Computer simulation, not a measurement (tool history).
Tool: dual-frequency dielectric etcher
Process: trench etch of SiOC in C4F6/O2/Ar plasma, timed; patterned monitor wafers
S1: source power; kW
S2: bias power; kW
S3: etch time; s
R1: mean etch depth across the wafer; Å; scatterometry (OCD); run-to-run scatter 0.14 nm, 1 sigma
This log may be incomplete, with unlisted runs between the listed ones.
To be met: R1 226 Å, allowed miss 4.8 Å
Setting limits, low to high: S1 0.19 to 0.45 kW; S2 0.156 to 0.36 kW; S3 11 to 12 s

run 1 hour=0 | S1=0.32 S2=0.258 S3=12 | R1=272.54
run 2 hour=1.1 | S1=0.29 S2=0.248 S3=12 | R1=254.29
run 3 hour=6.9 | S1=0.32 S2=0.248 S3=12 | R1=266.1
run 4 hour=15.3 | S1=0.36 S2=0.248 S3=12 | R1=287.5
run 5 hour=20.2 | S1=0.36 S2=0.291 S3=12 | R1=301.72
run 6 hour=23 | S1=0.36 S2=0.251 S3=12 | R1=288.46
run 7 hour=25.4 | S1=0.33 S2=0.246 S3=12 | R1=269.55
run 8 hour=26.6 | S1=0.31 S2=0.243 S3=12 | R1=261.37
run 9 hour=28.2 | S1=0.29 S2=0.24 S3=12 | R1=249.59
run 10 hour=36.6 | S1=0.28 S2=0.238 S3=12 | R1=244.02
run 11 hour=43.7 | S1=0.28 S2=0.238 S3=12 | R1=246.23
run 12 hour=45.7 | S1=0.27 S2=0.236 S3=12 | R1=235.97
run 13 hour=49.2 | S1=0.26 S2=0.236 S3=12 | R1=236.25

Of the 4 settings listed for the next run, only one would bring every result within its allowed miss of target. Which one?
run A hour=52.7 | S1=0.27 S2=0.225 S3=11.5 | R1=?
run B hour=52.7 | S1=0.27 S2=0.245 S3=12 | R1=?
run C hour=52.7 | S1=0.22 S2=0.279 S3=11.5 | R1=?
run D hour=52.7 | S1=0.28 S2=0.246 S3=11.5 | R1=?

move=A R1=224.53
move=B R1=242.86
move=C R1=216.36
move=D R1=238.16
A: every result lands within tolerance
B: misses by more than the last run did
C: takes the biggest miss from the last run beyond its target
D: misses by more than the last run did
A meets every target.
